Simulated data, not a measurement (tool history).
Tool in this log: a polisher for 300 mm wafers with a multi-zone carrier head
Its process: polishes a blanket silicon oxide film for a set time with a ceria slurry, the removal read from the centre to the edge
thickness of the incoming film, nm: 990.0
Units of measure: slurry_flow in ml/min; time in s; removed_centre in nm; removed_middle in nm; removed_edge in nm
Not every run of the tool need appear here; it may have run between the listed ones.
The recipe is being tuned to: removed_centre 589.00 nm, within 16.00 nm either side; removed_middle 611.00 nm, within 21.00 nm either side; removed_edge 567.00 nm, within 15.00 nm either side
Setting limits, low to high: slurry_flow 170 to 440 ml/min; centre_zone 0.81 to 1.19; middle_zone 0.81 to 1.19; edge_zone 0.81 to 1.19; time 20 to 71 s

Run 1, hour 0.0: slurry_flow 280 ml/min, centre_zone 1.00, middle_zone 1.00, edge_zone 1.00, time 45 s. Result: removed_centre 383.12 nm, removed_middle 384.34 nm, removed_edge 386.92 nm.
Run 2, hour 5.6: slurry_flow 280 ml/min, centre_zone 1.00, middle_zone 1.00, edge_zone 0.93, time 45 s. Result: removed_centre 386.51 nm, removed_middle 381.94 nm, removed_edge 374.32 nm.
Run 3, hour 6.3: slurry_flow 280 ml/min, centre_zone 1.00, middle_zone 1.00, edge_zone 0.96, time 45 s. Result: removed_centre 386.56 nm, removed_middle 383.38 nm, removed_edge 383.40 nm.
Run 4, hour 9.5: slurry_flow 280 ml/min, centre_zone 1.00, middle_zone 0.96, edge_zone 0.96, time 45 s. Result: removed_centre 379.91 nm, removed_middle 371.16 nm, removed_edge 384.06 nm.
Run 5, hour 18.2: slurry_flow 280 ml/min, centre_zone 0.94, middle_zone 0.96, edge_zone 0.96, time 45 s. Result: removed_centre 360.31 nm, removed_middle 374.03 nm, removed_edge 382.75 nm.
Run 6, hour 20.9: slurry_flow 280 ml/min, centre_zone 0.99, middle_zone 0.96, edge_zone 0.96, time 45 s. Result: removed_centre 379.78 nm, removed_middle 374.03 nm, removed_edge 383.37 nm.
Run 7, hour 21.4: slurry_flow 345 ml/min, centre_zone 1.09, middle_zone 1.06, edge_zone 1.06, time 58 s. Result: removed_centre 543.11 nm, removed_middle 521.32 nm, removed_edge 521.96 nm.
Run 8, hour 22.1: slurry_flow 345 ml/min, centre_zone 1.09, middle_zone 1.09, edge_zone 1.07, time 59 s. Result: removed_centre 556.52 nm, removed_middle 547.99 nm, removed_edge 539.10 nm.
Run 9, hour 30.2: slurry_flow 345 ml/min, centre_zone 1.10, middle_zone 1.11, edge_zone 1.08, time 60 s. Result: removed_centre 563.33 nm, removed_middle 572.28 nm, removed_edge 540.61 nm.

5 next moves are on the table. One of them brings every result within its allowed miss. Which?
Run A, hour 38.3: slurry_flow 360 ml/min, centre_zone 1.05, middle_zone 1.10, edge_zone 1.01, time 65 s. Result: removed_centre ?, removed_middle ?, removed_edge ?.
Run B, hour 38.3: slurry_flow 385 ml/min, centre_zone 1.19, middle_zone 1.17, edge_zone 1.05, time 58 s. Result: removed_centre ?, removed_middle ?, removed_edge ?.
Run C, hour 38.3: slurry_flow 355 ml/min, centre_zone 1.03, middle_zone 0.98, edge_zone 1.15, time 64 s. Result: removed_centre ?, removed_middle ?, removed_edge ?.
Run D, hour 38.3: slurry_flow 310 ml/min, centre_zone 1.19, middle_zone 1.12, edge_zone 0.98, time 58 s. Result: removed_centre ?, removed_middle ?, removed_edge ?.
Run E, hour 38.3: slurry_flow 290 ml/min, centre_zone 1.03, middle_zone 1.01, edge_zone 0.97, time 60 s. Result: removed_centre ?, removed_middle ?, removed_edge ?.

move  removed_centre  removed_middle  removed_edge
   A          587.97          613.33        569.95
   B          590.95          579.32        519.66
   C          567.89          546.89        599.40
   D          580.85          549.50        496.98
   E          523.82          518.26        510.38
A: all results in spec
B: its largest miss is bigger than the last run's
C: its largest miss is bigger than the last run's
D: its largest miss is bigger than the last run's
E: its largest miss is bigger than the last run's
Go with A: it meets all targets.
